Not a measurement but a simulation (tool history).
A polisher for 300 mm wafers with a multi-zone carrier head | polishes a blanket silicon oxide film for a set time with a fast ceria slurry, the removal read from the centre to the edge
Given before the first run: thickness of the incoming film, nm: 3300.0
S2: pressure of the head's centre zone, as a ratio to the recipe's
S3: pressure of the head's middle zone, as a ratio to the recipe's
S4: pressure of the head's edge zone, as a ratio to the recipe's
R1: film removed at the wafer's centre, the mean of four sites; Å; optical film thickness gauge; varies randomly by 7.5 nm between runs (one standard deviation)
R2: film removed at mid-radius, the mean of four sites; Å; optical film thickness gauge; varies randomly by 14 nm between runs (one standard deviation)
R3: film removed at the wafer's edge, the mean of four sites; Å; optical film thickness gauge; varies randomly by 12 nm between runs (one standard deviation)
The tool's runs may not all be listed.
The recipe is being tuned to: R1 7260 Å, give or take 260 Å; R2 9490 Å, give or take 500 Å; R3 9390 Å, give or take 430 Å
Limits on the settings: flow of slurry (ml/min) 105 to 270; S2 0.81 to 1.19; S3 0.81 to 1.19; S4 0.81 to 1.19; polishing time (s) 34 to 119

Run 1, hour 0: flow of slurry (ml/min) 175, S2 1, S3 1, S4 1, polishing time (s) 76. Result: R1 9308.3 Å, R2 9180.9 Å, R3 9733.1 Å.
Run 2, hour 0.9: flow of slurry (ml/min) 175, S2 1, S3 1, S4 0.93, polishing time (s) 76. Result: R1 9182.6 Å, R2 9352.9 Å, R3 9446.2 Å.
Run 3, hour 4.1: flow of slurry (ml/min) 175, S2 1, S3 1, S4 0.93, polishing time (s) 57. Result: R1 6949 Å, R2 7034.7 Å, R3 7138.5 Å.
Run 4, hour 9.5: flow of slurry (ml/min) 175, S2 1, S3 1, S4 0.93, polishing time (s) 72. Result: R1 8687.5 Å, R2 8695.2 Å, R3 8841.3 Å.
Run 5, hour 18.2: flow of slurry (ml/min) 195, S2 1, S3 1, S4 0.93, polishing time (s) 72. Result: R1 8838.6 Å, R2 9063 Å, R3 8846.6 Å.
Run 6, hour 22.8: flow of slurry (ml/min) 195, S2 1, S3 1, S4 0.98, polishing time (s) 72. Result: R1 8810.8 Å, R2 8770.3 Å, R3 9180.3 Å.
Run 7, hour 26.4: flow of slurry (ml/min) 190, S2 0.96, S3 1.02, S4 0.98, polishing time (s) 72. Result: R1 8545.3 Å, R2 9030.7 Å, R3 9038 Å.
Run 8, hour 32.5: flow of slurry (ml/min) 175, S2 0.93, S3 1.05, S4 1.01, polishing time (s) 72. Result: R1 7978.4 Å, R2 9151.3 Å, R3 9294 Å.
Run 9, hour 39.3: flow of slurry (ml/min) 170, S2 0.92, S3 1.06, S4 1.01, polishing time (s) 72. Result: R1 7907.7 Å, R2 9041.8 Å, R3 9369.1 Å.
Run 10, hour 46.1: flow of slurry (ml/min) 170, S2 0.91, S3 1.07, S4 1, polishing time (s) 72. Result: R1 7706.3 Å, R2 9617.2 Å, R3 9162.3 Å.
Run 11, hour 47.6: flow of slurry (ml/min) 165, S2 0.9, S3 1.07, S4 1.01, polishing time (s) 72. Result: R1 7722.8 Å, R2 9090.6 Å, R3 9039.8 Å.
Run 12, hour 50.1: flow of slurry (ml/min) 165, S2 0.89, S3 1.08, S4 1.02, polishing time (s) 72. Result: R1 7668.8 Å, R2 9614.5 Å, R3 9041.9 Å.

Pick the move, out of 5, that brings all results within their allowed miss; only one does.
Run A, hour 52.6: flow of slurry (ml/min) 165, S2 0.87, S3 1.14, S4 1.11, polishing time (s) 70. Result: R1 ?, R2 ?, R3 ?.
Run B, hour 52.6: flow of slurry (ml/min) 120, S2 0.95, S3 1.02, S4 1.11, polishing time (s) 74. Result: R1 ?, R2 ?, R3 ?.
Run C, hour 52.6: flow of slurry (ml/min) 170, S2 0.83, S3 1.16, S4 0.95, polishing time (s) 68. Result: R1 ?, R2 ?, R3 ?.
Run D, hour 52.6: flow of slurry (ml/min) 145, S2 0.99, S3 1.05, S4 1.01, polishing time (s) 69. Result: R1 ?, R2 ?, R3 ?.
Run E, hour 52.6: flow of slurry (ml/min) 160, S2 0.86, S3 1.13, S4 0.95, polishing time (s) 77. Result: R1 ?, R2 ?, R3 ?.

move      R1      R2      R3
   A    7229  9399.3  9358.9
   B  7755.5  8469.1  9465.1
   C  6736.2  9320.1  8453.7
   D  7896.7  8428.2    8663
   E  7811.4   10209  9503.5
A: meets every target
B: its largest miss is bigger than the last run's
C: the result that was furthest off in the last run now lies on the other side of its target
D: its largest miss is bigger than the last run's
E: its largest miss is bigger than the last run's
So the answer is move A, the one that meets all the targets.

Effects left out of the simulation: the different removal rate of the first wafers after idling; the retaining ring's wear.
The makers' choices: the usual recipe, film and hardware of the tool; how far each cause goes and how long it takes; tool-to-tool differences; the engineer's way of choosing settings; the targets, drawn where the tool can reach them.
